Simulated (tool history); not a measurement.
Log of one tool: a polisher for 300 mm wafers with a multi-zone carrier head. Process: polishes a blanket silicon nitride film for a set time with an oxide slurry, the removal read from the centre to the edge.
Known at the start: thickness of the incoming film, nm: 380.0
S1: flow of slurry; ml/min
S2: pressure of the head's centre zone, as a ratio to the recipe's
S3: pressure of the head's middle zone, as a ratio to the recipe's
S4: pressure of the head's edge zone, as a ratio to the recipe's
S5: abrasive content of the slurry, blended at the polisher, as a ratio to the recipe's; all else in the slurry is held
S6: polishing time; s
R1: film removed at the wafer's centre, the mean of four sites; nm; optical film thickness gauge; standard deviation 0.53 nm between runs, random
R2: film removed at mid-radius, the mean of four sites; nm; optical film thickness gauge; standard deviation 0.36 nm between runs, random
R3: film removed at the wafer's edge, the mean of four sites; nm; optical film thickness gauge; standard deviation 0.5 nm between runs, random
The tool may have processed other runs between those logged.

Run 1, day 0.000: S1 140 ml/min, S2 1.00, S3 1.00, S4 1.00, S5 1.00, S6 70 s. Result: R1 54.378 nm, R2 56.980 nm, R3 55.354 nm.
Run 2, day 0.333: S1 135 ml/min, S2 1.02, S3 0.98, S4 0.96, S5 0.90, S6 70 s. Result: R1 53.107 nm, R2 53.136 nm, R3 50.285 nm.
Run 3, day 0.538: S1 135 ml/min, S2 1.02, S3 1.05, S4 0.96, S5 0.90, S6 70 s. Result: R1 53.335 nm, R2 54.815 nm, R3 51.168 nm.
Run 4, day 0.688: S1 135 ml/min, S2 1.02, S3 1.05, S4 0.96, S5 0.95, S6 70 s. Result: R1 54.010 nm, R2 57.097 nm, R3 51.773 nm.
Run 5, day 0.733: S1 125 ml/min, S2 1.02, S3 1.00, S4 0.93, S5 0.90, S6 70 s. Result: R1 51.682 nm, R2 52.451 nm, R3 48.763 nm.
Run 6, day 0.800: S1 115 ml/min, S2 1.02, S3 0.96, S4 0.91, S5 0.85, S6 70 s. Result: R1 51.030 nm, R2 48.787 nm, R3 47.906 nm.

Run 7 is up next; what results do you expect?
Run 7, day 1.008: S1 115 ml/min, S2 1.02, S3 0.96, S4 0.91, S5 0.85, S6 70 s. Result: R1 ?, R2 ?, R3 ?.

R1: 50.136 nm
R2: 48.916 nm
R3: 46.863 nm

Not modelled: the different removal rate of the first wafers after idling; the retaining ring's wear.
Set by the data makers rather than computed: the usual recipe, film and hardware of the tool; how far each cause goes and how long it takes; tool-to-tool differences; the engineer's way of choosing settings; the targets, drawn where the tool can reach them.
